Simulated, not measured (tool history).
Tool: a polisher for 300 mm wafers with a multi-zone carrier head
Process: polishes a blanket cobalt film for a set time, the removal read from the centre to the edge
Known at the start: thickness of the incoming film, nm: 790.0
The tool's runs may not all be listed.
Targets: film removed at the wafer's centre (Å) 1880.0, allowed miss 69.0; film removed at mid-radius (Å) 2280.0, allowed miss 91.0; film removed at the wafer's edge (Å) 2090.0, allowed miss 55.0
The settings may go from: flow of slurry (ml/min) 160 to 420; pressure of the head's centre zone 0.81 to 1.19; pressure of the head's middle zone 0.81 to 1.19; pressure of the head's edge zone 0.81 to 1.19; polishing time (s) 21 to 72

run  hour  flow of slurry (ml/min)  pressure of the head's centre zone  pressure of the head's middle zone  pressure of the head's edge zone  polishing time (s)  film removed at the wafer's centre (Å)  film removed at mid-radius (Å)  film removed at the wafer's edge (Å)
  1   0.0                      270                                1.00                                1.00                              1.00                  46                                  2961.2                          3007.7                                3068.6
  2   2.0                      270                                0.99                                1.00                              0.98                  44                                  2846.4                          2850.6                                2903.4
  3   3.2                      245                                0.99                                1.00                              0.98                  44                                  2789.3                          2783.6                                2910.7
  4  11.2                      250                                0.98                                1.01                              0.97                  43                                  2748.7                          2731.2                                2769.5
  5  12.7                      250                                0.96                                1.02                              0.98                  42                                  2559.3                          2778.2                                2769.5
  6  14.6                      250                                0.95                                1.02                              0.97                  41                                  2485.4                          2674.9                                2689.5
  7  18.6                      250                                0.94                                1.02                              0.96                  40                                  2443.7                          2607.8                                2619.6
  8  24.2                      250                                0.93                                1.03                              0.95                  39                                  2338.2                          2515.1                                2516.4
  9  27.6                      225                                0.83                                1.09                              0.85                  35                                  1934.9                          2396.4                                2110.0

4 next moves are on the table. One of them brings every result within its allowed miss. Which?
  A  31.0                      200                                0.86                                1.10                              0.90                  34                                       ?                               ?                                     ?
  B  31.0                      215                                0.84                                1.08                              0.86                  36                                       ?                               ?                                     ?
  C  31.0                      245                                0.83                                1.13                              0.83                  35                                       ?                               ?                                     ?
  D  31.0                      200                                0.88                                1.16                              0.81                  36                                       ?                               ?                                     ?

move  film removed at the wafer's centre (Å)  film removed at mid-radius (Å)  film removed at the wafer's edge (Å)
   A                                  1877.4                          2287.9                                2082.6
   B                                  1979.4                          2413.2                                2179.4
   C                                  1948.7                          2485.2                                2113.6
   D                                  2022.7                          2535.8                                2101.9
A: meets every target
B: further off than the last run
C: further off than the last run
D: further off than the last run
Answer: A
